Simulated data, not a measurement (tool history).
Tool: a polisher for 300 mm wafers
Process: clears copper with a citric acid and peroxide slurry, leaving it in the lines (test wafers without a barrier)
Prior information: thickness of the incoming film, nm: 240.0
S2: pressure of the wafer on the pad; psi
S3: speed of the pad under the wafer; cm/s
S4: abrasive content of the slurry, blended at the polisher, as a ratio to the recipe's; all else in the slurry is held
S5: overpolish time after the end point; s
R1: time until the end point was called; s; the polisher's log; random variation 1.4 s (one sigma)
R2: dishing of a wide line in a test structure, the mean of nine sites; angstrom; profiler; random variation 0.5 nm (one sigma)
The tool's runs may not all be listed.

Run 1, day 0.000: flow of slurry (ml/min) 125, S2 2.8 psi, S3 94 cm/s, S4 1.0, S5 20 s. Result: R1 137.85 s, R2 271.59 angstrom.
Run 2, day 0.183: flow of slurry (ml/min) 125, S2 2.8 psi, S3 82 cm/s, S4 1.0, S5 20 s. Result: R1 157.69 s, R2 247.07 angstrom.
Run 3, day 0.475: flow of slurry (ml/min) 130, S2 3.0 psi, S3 82 cm/s, S4 1.0, S5 19 s. Result: R1 151.27 s, R2 239.20 angstrom.
Run 4, day 0.817: flow of slurry (ml/min) 130, S2 3.2 psi, S3 82 cm/s, S4 1.0, S5 19 s. Result: R1 143.45 s, R2 248.25 angstrom.
Run 5, day 1.092: flow of slurry (ml/min) 130, S2 3.4 psi, S3 82 cm/s, S4 1.0, S5 19 s. Result: R1 139.03 s, R2 265.18 angstrom.
Run 6, day 1.279: flow of slurry (ml/min) 130, S2 3.4 psi, S3 82 cm/s, S4 1.2, S5 19 s. Result: R1 131.84 s, R2 273.68 angstrom.
Run 7, day 1.621: flow of slurry (ml/min) 130, S2 3.5 psi, S3 82 cm/s, S4 1.2, S5 18 s. Result: R1 130.41 s, R2 267.83 angstrom.
Run 8, day 1.883: flow of slurry (ml/min) 160, S2 4.1 psi, S3 84 cm/s, S4 1.2, S5 14 s. Result: R1 109.91 s, R2 254.00 angstrom.
At day 2.054: worn pad replaced by a new one.
Run 9, day 2.054: flow of slurry (ml/min) 160, S2 4.2 psi, S3 84 cm/s, S4 1.2, S5 15 s. Result: R1 97.13 s, R2 291.73 angstrom.

What does the tool deliver on the next run?
Run 10, day 2.121: flow of slurry (ml/min) 135, S2 4.0 psi, S3 84 cm/s, S4 1.2, S5 17 s. Result: R1 ?, R2 ?.

{"run 10": {"R1": 101.37, "R2": 320.27}}

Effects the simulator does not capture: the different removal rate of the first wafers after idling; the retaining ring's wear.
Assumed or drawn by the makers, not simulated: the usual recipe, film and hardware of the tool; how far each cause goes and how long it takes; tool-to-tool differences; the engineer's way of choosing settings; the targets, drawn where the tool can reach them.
